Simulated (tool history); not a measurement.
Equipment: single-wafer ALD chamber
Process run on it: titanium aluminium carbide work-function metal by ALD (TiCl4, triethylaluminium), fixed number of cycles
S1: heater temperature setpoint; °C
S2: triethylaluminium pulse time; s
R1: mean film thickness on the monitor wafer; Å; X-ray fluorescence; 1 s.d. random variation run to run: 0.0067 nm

{"run": 1, "hour": 0.0, "S1": 320, "S2": 15.83, "R1": 22.933}
{"run": 2, "hour": 0.9, "S1": 321, "S2": 15.94, "R1": 22.917}
{"run": 3, "hour": 4.1, "S1": 323, "S2": 16.05, "R1": 23.228}
{"run": 4, "hour": 8.1, "S1": 324, "S2": 16.12, "R1": 23.301}
{"run": 5, "hour": 9.6, "S1": 325, "S2": 16.19, "R1": 23.396}
{"run": 6, "hour": 12.8, "S1": 315, "S2": 16.19, "R1": 22.505}
{"run": 7, "hour": 15.6, "S1": 317, "S2": 16.37, "R1": 22.674}
{"run": 8, "hour": 19.0, "S1": 329, "S2": 17.86, "R1": 23.557}
{"run": 9, "hour": 26.5, "S1": 330, "S2": 17.77, "R1": 23.766}
{"run": 10, "hour": 27.1, "S1": 331, "S2": 17.76, "R1": 23.865}

What does the tool deliver on the next run?
{"run": 11, "hour": 33.0, "S1": 332, "S2": 17.75, "R1": "?"}

{"run 11": {"R1": 23.895}}

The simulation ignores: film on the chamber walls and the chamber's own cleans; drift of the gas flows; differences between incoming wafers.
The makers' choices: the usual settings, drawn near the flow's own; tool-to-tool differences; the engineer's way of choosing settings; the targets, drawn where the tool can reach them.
